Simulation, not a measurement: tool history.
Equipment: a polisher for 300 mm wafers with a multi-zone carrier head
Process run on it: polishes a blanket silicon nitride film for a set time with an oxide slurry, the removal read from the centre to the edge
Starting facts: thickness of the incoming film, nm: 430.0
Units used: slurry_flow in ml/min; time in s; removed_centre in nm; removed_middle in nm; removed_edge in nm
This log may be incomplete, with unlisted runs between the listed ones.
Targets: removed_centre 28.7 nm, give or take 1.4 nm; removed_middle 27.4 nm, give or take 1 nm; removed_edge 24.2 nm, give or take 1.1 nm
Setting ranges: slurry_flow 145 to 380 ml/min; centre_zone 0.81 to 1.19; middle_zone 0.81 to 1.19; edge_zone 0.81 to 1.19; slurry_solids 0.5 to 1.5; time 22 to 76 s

| run | day | slurry_flow | centre_zone | middle_zone | edge_zone | slurry_solids | time | removed_centre | removed_middle | removed_edge |
|---|---|---|---|---|---|---|---|---|---|---|
| 1 | 0 | 245 | 1 | 1 | 1 | 1 | 49 | 40.392 | 41.036 | 41.051 |
| 2 | 0.258 | 215 | 1 | 1 | 1 | 1 | 49 | 39.625 | 40.351 | 41.075 |
| 3 | 0.396 | 230 | 1.02 | 1.01 | 0.98 | 0.9 | 47 | 36.674 | 37.62 | 36.935 |
| 4 | 0.633 | 230 | 1.07 | 1.01 | 0.98 | 0.9 | 47 | 38.718 | 37.057 | 35.957 |
| 5 | 1.004 | 230 | 1.11 | 1.01 | 0.98 | 0.9 | 47 | 39.867 | 37.167 | 36.942 |
| 6 | 1.321 | 230 | 1.11 | 1.01 | 0.98 | 0.9 | 36 | 30.837 | 28.702 | 28.644 |
| 7 | 1.592 | 230 | 1.11 | 1.02 | 0.95 | 0.85 | 36 | 30.456 | 27.931 | 27.138 |
| 8 | 1.862 | 230 | 1.1 | 1.03 | 0.93 | 0.85 | 36 | 29.248 | 28.104 | 27.101 |
| 9 | 2.108 | 235 | 1.19 | 1.1 | 0.83 | 0.65 | 36 | 27.177 | 25.219 | 21.445 |

Of the 4 settings listed for the next run, only one would bring every result within its allowed miss of target. Which one?
| A | 2.354 | 205 | 1.02 | 0.95 | 1.01 | 0.65 | 42 | ? | ? | ? |
| B | 2.354 | 305 | 1.06 | 1.08 | 0.9 | 0.6 | 44 | ? | ? | ? |
| C | 2.354 | 240 | 1.14 | 1.08 | 0.89 | 0.7 | 42 | ? | ? | ? |
| D | 2.354 | 250 | 1.14 | 1.08 | 0.88 | 0.6 | 42 | ? | ? | ? |

| move | removed_centre | removed_middle | removed_edge |
|---|---|---|---|
| A | 26.704 | 25.555 | 26.548 |
| B | 29.117 | 29.676 | 25.827 |
| C | 32.244 | 30.623 | 26.704 |
| D | 29.164 | 27.681 | 23.983 |
A: takes the biggest miss from the last run beyond its target
B: takes the biggest miss from the last run beyond its target
C: takes the biggest miss from the last run beyond its target
D: every result within its allowed miss
Answer: D
